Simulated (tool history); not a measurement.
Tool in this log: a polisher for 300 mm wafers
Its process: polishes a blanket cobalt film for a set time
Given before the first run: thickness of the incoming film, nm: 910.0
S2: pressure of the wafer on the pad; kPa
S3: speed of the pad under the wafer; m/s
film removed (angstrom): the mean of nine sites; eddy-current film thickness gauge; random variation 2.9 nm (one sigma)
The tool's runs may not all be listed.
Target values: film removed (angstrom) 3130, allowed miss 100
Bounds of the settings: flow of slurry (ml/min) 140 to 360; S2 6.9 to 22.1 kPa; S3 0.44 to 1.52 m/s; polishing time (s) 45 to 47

{"run": 1, "hour": 0.0, "flow of slurry (ml/min)": 230, "S2": 14.5, "S3": 0.98, "polishing time (s)": 45, "film removed (angstrom)": 1952.5}
{"run": 2, "hour": 2.8, "flow of slurry (ml/min)": 235, "S2": 16.5, "S3": 0.98, "polishing time (s)": 45, "film removed (angstrom)": 2200.5}
{"run": 3, "hour": 8.4, "flow of slurry (ml/min)": 235, "S2": 18.6, "S3": 0.98, "polishing time (s)": 45, "film removed (angstrom)": 2443.3}
{"run": 4, "hour": 17.2, "flow of slurry (ml/min)": 235, "S2": 18.6, "S3": 0.84, "polishing time (s)": 45, "film removed (angstrom)": 2122.5}
{"run": 5, "hour": 21.0, "flow of slurry (ml/min)": 235, "S2": 20, "S3": 0.9, "polishing time (s)": 45, "film removed (angstrom)": 2429.1}
{"run": 6, "hour": 22.5, "flow of slurry (ml/min)": 240, "S2": 20.7, "S3": 0.94, "polishing time (s)": 45, "film removed (angstrom)": 2670.1}
{"run": 7, "hour": 25.9, "flow of slurry (ml/min)": 245, "S2": 21.4, "S3": 0.96, "polishing time (s)": 45, "film removed (angstrom)": 2780.1}
{"run": 8, "hour": 30.1, "flow of slurry (ml/min)": 245, "S2": 21.4, "S3": 0.98, "polishing time (s)": 45, "film removed (angstrom)": 2830.1}
{"run": 9, "hour": 31.3, "flow of slurry (ml/min)": 245, "S2": 21.4, "S3": 1, "polishing time (s)": 45, "film removed (angstrom)": 2903.5}

Below are 4 possible settings for the next run. Only one of them brings all results inside the allowed miss of their targets. Which is it?
{"run": "A", "hour": 32.5, "flow of slurry (ml/min)": 285, "S2": 21.4, "S3": 0.9, "polishing time (s)": 45, "film removed (angstrom)": "?"}
{"run": "B", "hour": 32.5, "flow of slurry (ml/min)": 235, "S2": 17.9, "S3": 1.18, "polishing time (s)": 45, "film removed (angstrom)": "?"}
{"run": "C", "hour": 32.5, "flow of slurry (ml/min)": 250, "S2": 21.4, "S3": 1.04, "polishing time (s)": 47, "film removed (angstrom)": "?"}
{"run": "D", "hour": 32.5, "flow of slurry (ml/min)": 280, "S2": 19.3, "S3": 0.94, "polishing time (s)": 45, "film removed (angstrom)": "?"}

move=A film_removed_(angstrom)=2657.9
move=B film_removed_(angstrom)=2849.6
move=C film_removed_(angstrom)=3149
move=D film_removed_(angstrom)=2505
A: misses by more than the last run did
B: misses by more than the last run did
C: in spec on every target
D: misses by more than the last run did
The right move is C.
